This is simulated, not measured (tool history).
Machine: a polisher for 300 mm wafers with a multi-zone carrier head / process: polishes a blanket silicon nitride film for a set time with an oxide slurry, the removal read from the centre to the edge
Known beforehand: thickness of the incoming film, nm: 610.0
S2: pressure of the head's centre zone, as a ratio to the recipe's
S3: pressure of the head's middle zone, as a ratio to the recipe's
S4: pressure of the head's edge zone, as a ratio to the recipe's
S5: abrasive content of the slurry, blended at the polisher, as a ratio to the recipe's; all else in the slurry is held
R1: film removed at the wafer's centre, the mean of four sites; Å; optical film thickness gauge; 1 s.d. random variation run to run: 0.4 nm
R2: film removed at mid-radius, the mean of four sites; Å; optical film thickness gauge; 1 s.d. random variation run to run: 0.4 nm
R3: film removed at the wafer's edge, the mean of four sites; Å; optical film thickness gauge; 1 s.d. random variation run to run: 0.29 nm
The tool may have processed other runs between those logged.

run 1 day=0.000 | flow_of_slurry_(ml/min)=220 S2=1.00 S3=1.00 S4=1.00 S5=1.00 polishing_time_(s)=54 | R1=294.91 R2=269.96 R3=268.58
run 2 day=0.317 | flow_of_slurry_(ml/min)=220 S2=0.97 S3=0.99 S4=1.04 S5=1.05 polishing_time_(s)=54 | R1=296.46 R2=273.87 R3=286.57
run 3 day=0.588 | flow_of_slurry_(ml/min)=220 S2=0.97 S3=0.99 S4=1.10 S5=1.05 polishing_time_(s)=54 | R1=306.92 R2=283.56 R3=294.73
run 4 day=0.892 | flow_of_slurry_(ml/min)=220 S2=0.97 S3=0.99 S4=1.14 S5=1.05 polishing_time_(s)=54 | R1=301.84 R2=281.31 R3=300.90
run 5 day=1.062 | flow_of_slurry_(ml/min)=220 S2=0.97 S3=0.99 S4=1.07 S5=1.05 polishing_time_(s)=54 | R1=299.09 R2=283.61 R3=288.79
-- day=1.404 centre zone pressure recalibrated
run 6 day=1.404 | flow_of_slurry_(ml/min)=220 S2=0.94 S3=0.97 S4=1.09 S5=1.05 polishing_time_(s)=54 | R1=262.43 R2=279.47 R3=291.40
run 7 day=1.492 | flow_of_slurry_(ml/min)=245 S2=0.97 S3=0.92 S4=1.18 S5=1.20 polishing_time_(s)=54 | R1=295.28 R2=294.05 R3=335.48

Predict the results of run 8:
run 8 day=1.738 | flow_of_slurry_(ml/min)=245 S2=0.96 S3=0.92 S4=1.17 S5=1.20 polishing_time_(s)=54 | R1=? R2=? R3=?

Logged for run 8: R1 285.54 Å, R2 288.34 Å, R3 332.58 Å.
